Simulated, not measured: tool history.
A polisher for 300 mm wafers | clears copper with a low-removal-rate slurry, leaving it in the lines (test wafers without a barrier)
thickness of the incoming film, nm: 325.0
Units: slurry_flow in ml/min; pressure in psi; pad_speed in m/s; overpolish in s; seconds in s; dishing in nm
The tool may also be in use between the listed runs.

| run | hour | slurry_flow | pressure | pad_speed | slurry_solids | overpolish | seconds | dishing |
|---|---|---|---|---|---|---|---|---|
| 1 | 0.0 | 285 | 2.2 | 1.12 | 1.0 | 18 | 127.56 | 32.247 |
| 2 | 1.5 | 285 | 2.2 | 0.98 | 1.0 | 18 | 133.89 | 31.385 |
| 3 | 8.4 | 285 | 2.2 | 0.74 | 1.0 | 18 | 159.80 | 26.205 |
| 4 | 13.2 | 285 | 2.5 | 0.74 | 1.0 | 19 | 143.87 | 31.488 |
| 5 | 15.2 | 345 | 2.5 | 0.74 | 1.0 | 19 | 139.51 | 32.489 |
| 6 | 15.9 | 345 | 2.8 | 0.76 | 1.0 | 19 | 121.55 | 36.110 |
| 7 | 20.7 | 345 | 3.0 | 0.76 | 1.0 | 20 | 113.86 | 37.958 |
| 8 | 29.7 | 350 | 3.1 | 0.78 | 1.0 | 21 | 108.49 | 41.703 |

The next listed run, before its measurement:
| 9 | 37.4 | 355 | 3.2 | 0.80 | 1.0 | 22 | ? | ? |

{"run 9": {"seconds": 103.96, "dishing": 46.953}}

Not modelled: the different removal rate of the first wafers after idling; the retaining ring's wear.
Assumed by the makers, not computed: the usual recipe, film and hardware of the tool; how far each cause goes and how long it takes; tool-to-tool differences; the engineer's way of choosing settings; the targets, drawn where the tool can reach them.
